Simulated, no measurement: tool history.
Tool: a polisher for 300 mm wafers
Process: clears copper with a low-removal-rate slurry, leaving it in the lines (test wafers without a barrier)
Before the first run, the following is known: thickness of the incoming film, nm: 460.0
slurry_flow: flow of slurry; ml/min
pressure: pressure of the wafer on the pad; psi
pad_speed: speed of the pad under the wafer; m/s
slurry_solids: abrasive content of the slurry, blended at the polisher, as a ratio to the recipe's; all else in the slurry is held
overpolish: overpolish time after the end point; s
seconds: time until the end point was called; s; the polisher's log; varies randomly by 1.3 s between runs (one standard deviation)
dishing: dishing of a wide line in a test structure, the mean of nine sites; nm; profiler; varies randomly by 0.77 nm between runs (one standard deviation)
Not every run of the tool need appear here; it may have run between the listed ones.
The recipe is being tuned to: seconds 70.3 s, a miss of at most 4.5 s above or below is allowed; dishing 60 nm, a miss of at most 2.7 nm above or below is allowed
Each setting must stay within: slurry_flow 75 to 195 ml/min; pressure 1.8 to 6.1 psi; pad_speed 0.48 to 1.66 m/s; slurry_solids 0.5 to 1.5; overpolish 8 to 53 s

| run | hour | slurry_flow | pressure | pad_speed | slurry_solids | overpolish | seconds | dishing |
|---|---|---|---|---|---|---|---|---|
| 1 | 0 | 125 | 3.9 | 1.06 | 1 | 27 | 107.44 | 55.274 |
| 2 | 8.3 | 125 | 4.2 | 1.06 | 1 | 25 | 102.32 | 56.147 |
| 3 | 13 | 125 | 3.8 | 1.06 | 1 | 25 | 109.74 | 52.811 |
| 4 | 14.4 | 150 | 3.8 | 1.06 | 1 | 25 | 105.05 | 53.495 |
| 5 | 19.4 | 150 | 4.1 | 1.08 | 1 | 24 | 97.333 | 54.784 |
| 6 | 20.1 | 150 | 4.1 | 1.3 | 1 | 24 | 84.435 | 59.645 |
| 7 | 28.5 | 150 | 4.2 | 1.3 | 1 | 23 | 81.121 | 58.733 |
| 8 | 34.6 | 150 | 4.3 | 1.3 | 1 | 22 | 79.364 | 58.296 |
| 9 | 40.6 | 150 | 4.4 | 1.3 | 1 | 22 | 77.415 | 59.836 |
| 10 | 43.1 | 150 | 4.5 | 1.3 | 1 | 22 | 75.422 | 59.932 |

Which single option among these 5 for the next run brings every result within its allowed miss of target? Just one does.
| A | 45.6 | 170 | 3.9 | 1.32 | 1 | 26 | ? | ? |
| B | 45.6 | 145 | 4.1 | 1.3 | 0.9 | 22 | ? | ? |
| C | 45.6 | 150 | 5.9 | 1.1 | 0.8 | 20 | ? | ? |
| D | 45.6 | 150 | 4.5 | 1.2 | 0.9 | 25 | ? | ? |
| E | 45.6 | 155 | 4.1 | 1.34 | 0.95 | 23 | ? | ? |

| move | seconds | dishing |
|---|---|---|
| A | 82.53 | 60.812 |
| B | 84.151 | 56.564 |
| C | 71.886 | 59.528 |
| D | 82.975 | 60.465 |
| E | 79.782 | 58.984 |
A: its largest miss is bigger than the last run's
B: its largest miss is bigger than the last run's
C: all results in spec
D: its largest miss is bigger than the last run's
E: its largest miss is bigger than the last run's
Move C is the one to make.
